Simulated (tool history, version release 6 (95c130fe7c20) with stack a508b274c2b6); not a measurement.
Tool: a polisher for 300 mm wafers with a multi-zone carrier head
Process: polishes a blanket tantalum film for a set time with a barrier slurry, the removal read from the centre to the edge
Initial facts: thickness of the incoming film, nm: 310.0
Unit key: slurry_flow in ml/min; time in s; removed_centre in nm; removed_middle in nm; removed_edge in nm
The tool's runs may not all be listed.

run 1 day=0 | slurry_flow=220 centre_zone=1 middle_zone=1 edge_zone=1 slurry_solids=1 time=46 | removed_centre=69.941 removed_middle=69.678 removed_edge=71.168
run 2 day=0.329 | slurry_flow=220 centre_zone=1 middle_zone=1 edge_zone=1 slurry_solids=1.2 time=46 | removed_centre=73.871 removed_middle=72.909 removed_edge=76.376
run 3 day=0.417 | slurry_flow=220 centre_zone=1 middle_zone=1.04 edge_zone=1 slurry_solids=1.2 time=46 | removed_centre=76.168 removed_middle=76.814 removed_edge=76.888
run 4 day=0.671 | slurry_flow=220 centre_zone=0.97 middle_zone=1.01 edge_zone=0.96 slurry_solids=1 time=45 | removed_centre=66.42 removed_middle=68.504 removed_edge=70.654
run 5 day=0.996 | slurry_flow=220 centre_zone=0.97 middle_zone=1.02 edge_zone=0.96 slurry_solids=0.85 time=42 | removed_centre=56.543 removed_middle=59.35 removed_edge=59.531
run 6 day=1.358 | slurry_flow=215 centre_zone=0.97 middle_zone=1.03 edge_zone=0.95 slurry_solids=0.75 time=42 | removed_centre=52.903 removed_middle=54.707 removed_edge=54.558
run 7 day=1.471 | slurry_flow=200 centre_zone=0.96 middle_zone=1.04 edge_zone=0.94 slurry_solids=0.75 time=42 | removed_centre=52.368 removed_middle=54.759 removed_edge=52.815
run 8 day=1.771 | slurry_flow=160 centre_zone=0.88 middle_zone=1.01 edge_zone=0.93 slurry_solids=0.7 time=42 | removed_centre=43.776 removed_middle=50.039 removed_edge=49.916

What does the tool deliver on the next run?
run 9 day=2 | slurry_flow=170 centre_zone=0.89 middle_zone=1.02 edge_zone=0.92 slurry_solids=0.7 time=42 | removed_centre=? removed_middle=? removed_edge=?

Run 9 produced removed_centre 45.064 nm, removed_middle 50.217 nm, removed_edge 50.996 nm.

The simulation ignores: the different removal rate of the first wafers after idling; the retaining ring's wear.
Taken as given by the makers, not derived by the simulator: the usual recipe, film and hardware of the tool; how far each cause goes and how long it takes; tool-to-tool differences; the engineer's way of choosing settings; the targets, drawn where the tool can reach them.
